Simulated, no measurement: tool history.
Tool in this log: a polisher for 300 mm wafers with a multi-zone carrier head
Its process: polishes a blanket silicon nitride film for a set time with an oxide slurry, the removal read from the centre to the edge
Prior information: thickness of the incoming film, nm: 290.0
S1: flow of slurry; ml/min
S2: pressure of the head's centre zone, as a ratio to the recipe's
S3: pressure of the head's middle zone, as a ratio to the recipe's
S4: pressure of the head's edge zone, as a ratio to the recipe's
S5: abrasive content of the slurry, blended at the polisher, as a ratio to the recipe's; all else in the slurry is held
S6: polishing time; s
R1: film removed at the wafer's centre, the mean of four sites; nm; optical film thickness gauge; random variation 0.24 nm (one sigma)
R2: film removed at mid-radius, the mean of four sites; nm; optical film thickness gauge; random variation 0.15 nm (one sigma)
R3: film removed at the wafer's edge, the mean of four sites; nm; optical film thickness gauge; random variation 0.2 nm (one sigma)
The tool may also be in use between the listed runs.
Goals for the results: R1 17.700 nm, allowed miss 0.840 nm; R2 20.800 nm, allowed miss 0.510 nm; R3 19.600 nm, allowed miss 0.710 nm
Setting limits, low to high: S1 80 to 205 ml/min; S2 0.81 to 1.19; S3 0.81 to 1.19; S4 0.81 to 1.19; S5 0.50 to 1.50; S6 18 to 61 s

run  hour   S1    S2    S3    S4    S5  S6      R1      R2      R3
  1   0.0  135  1.00  1.00  1.00  1.00  39  25.221  25.667  24.219
  2   2.5  135  1.00  0.93  1.00  1.00  39  24.866  24.611  24.418
  3  11.4  135  0.91  0.93  1.00  1.00  39  23.131  24.621  24.729
  4  19.1  130  0.89  0.93  0.98  0.95  39  21.521  23.977  24.107
  5  21.6  125  0.90  0.93  0.96  0.90  39  21.159  23.301  22.526
  6  28.9  120  0.89  0.92  0.95  0.90  39  20.944  22.632  22.320
  7  37.0  115  0.88  0.92  0.94  0.90  39  20.384  22.256  22.266
  8  42.0  110  0.87  0.93  0.92  0.90  39  19.547  22.457  21.619
  9  45.6  105  0.87  0.93  0.91  0.90  39  19.419  22.023  21.368
     48.3  -- edge zone pressure recalibrated
 10  48.3  100  0.87  0.93  0.90  0.90  39  18.860  21.568  21.659

Consider the 5 candidate settings below. Which is the only one whose results all fall within their allowed miss of target?
  A  51.0  135  0.91  0.86  0.92  0.80  36   ?   ?   ?
  B  51.0   80  0.85  0.88  0.96  1.10  40   ?   ?   ?
  C  51.0   80  0.81  0.97  0.90  1.00  42   ?   ?   ?
  D  51.0  205  1.01  0.99  0.92  0.50  39   ?   ?   ?
  E  51.0  100  0.87  0.99  0.86  1.05  34   ?   ?   ?

move      R1      R2      R3
   A  19.649  19.533  20.478
   B  18.997  21.082  23.450
   C  18.340  22.831  23.029
   D  21.198  20.663  19.250
   E  17.944  20.782  19.660
A: closer than the last run, but not yet in spec
B: the biggest miss grows against the last run
C: the biggest miss grows against the last run
D: the furthest-off result lands on target, but another misses its tolerance
E: each result inside its tolerance
E is the move that brings every result within its allowed miss.
